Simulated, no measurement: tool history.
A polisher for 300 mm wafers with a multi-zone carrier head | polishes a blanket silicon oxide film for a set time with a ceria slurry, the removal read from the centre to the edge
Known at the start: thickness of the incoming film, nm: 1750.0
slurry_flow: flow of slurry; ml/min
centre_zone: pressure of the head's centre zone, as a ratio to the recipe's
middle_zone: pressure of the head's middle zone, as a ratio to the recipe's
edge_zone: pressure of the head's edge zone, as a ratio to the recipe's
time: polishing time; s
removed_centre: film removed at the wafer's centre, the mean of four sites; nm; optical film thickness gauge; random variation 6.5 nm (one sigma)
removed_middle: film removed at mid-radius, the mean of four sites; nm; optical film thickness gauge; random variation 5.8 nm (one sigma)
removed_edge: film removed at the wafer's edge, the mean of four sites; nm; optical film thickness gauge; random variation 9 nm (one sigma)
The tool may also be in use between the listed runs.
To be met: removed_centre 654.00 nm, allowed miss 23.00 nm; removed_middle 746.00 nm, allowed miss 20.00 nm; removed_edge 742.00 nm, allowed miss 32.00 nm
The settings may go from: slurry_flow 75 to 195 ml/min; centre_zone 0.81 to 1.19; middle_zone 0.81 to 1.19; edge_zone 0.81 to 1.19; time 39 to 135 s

Run 1, hour 0.0: slurry_flow 125 ml/min, centre_zone 1.00, middle_zone 1.00, edge_zone 1.00, time 87 s. Result: removed_centre 527.08 nm, removed_middle 513.41 nm, removed_edge 526.25 nm.
Run 2, hour 1.7: slurry_flow 140 ml/min, centre_zone 0.98, middle_zone 1.04, edge_zone 1.06, time 93 s. Result: removed_centre 569.47 nm, removed_middle 587.38 nm, removed_edge 584.72 nm.
Run 3, hour 10.0: slurry_flow 140 ml/min, centre_zone 0.98, middle_zone 1.04, edge_zone 1.06, time 82 s. Result: removed_centre 507.99 nm, removed_middle 522.12 nm, removed_edge 509.68 nm.
Run 4, hour 18.9: slurry_flow 140 ml/min, centre_zone 0.98, middle_zone 1.04, edge_zone 1.00, time 82 s. Result: removed_centre 499.77 nm, removed_middle 520.25 nm, removed_edge 501.80 nm.
Run 5, hour 26.0: slurry_flow 140 ml/min, centre_zone 0.96, middle_zone 1.05, edge_zone 1.04, time 92 s. Result: removed_centre 544.20 nm, removed_middle 582.42 nm, removed_edge 578.39 nm.
Run 6, hour 31.5: slurry_flow 140 ml/min, centre_zone 0.96, middle_zone 1.09, edge_zone 1.04, time 92 s. Result: removed_centre 552.45 nm, removed_middle 608.45 nm, removed_edge 572.43 nm.
Run 7, hour 38.1: slurry_flow 145 ml/min, centre_zone 0.95, middle_zone 1.09, edge_zone 1.07, time 98 s. Result: removed_centre 591.02 nm, removed_middle 643.73 nm, removed_edge 639.93 nm.
Run 8, hour 41.5: slurry_flow 180 ml/min, centre_zone 0.94, middle_zone 1.19, edge_zone 1.15, time 102 s. Result: removed_centre 633.30 nm, removed_middle 753.73 nm, removed_edge 686.39 nm.

4 next moves are on the table. One of them brings every result within its allowed miss. Which?
Run A, hour 44.9: slurry_flow 140 ml/min, centre_zone 0.83, middle_zone 1.03, edge_zone 1.19, time 117 s. Result: removed_centre ?, removed_middle ?, removed_edge ?.
Run B, hour 44.9: slurry_flow 185 ml/min, centre_zone 0.92, middle_zone 1.09, edge_zone 1.19, time 108 s. Result: removed_centre ?, removed_middle ?, removed_edge ?.
Run C, hour 44.9: slurry_flow 180 ml/min, centre_zone 0.92, middle_zone 1.07, edge_zone 1.19, time 116 s. Result: removed_centre ?, removed_middle ?, removed_edge ?.
Run D, hour 44.9: slurry_flow 180 ml/min, centre_zone 0.93, middle_zone 1.17, edge_zone 1.19, time 106 s. Result: removed_centre ?, removed_middle ?, removed_edge ?.

move  removed_centre  removed_middle  removed_edge
   A          610.09          741.46        777.39
   B          662.97          756.17        744.81
   C          708.44          796.01        797.56
   D          654.91          784.70        727.85
A: takes the result that was furthest off past its target
B: meets every target
C: takes the result that was furthest off past its target
D: brings the result that was furthest off to its target, and leaves another outside
The right move is B.
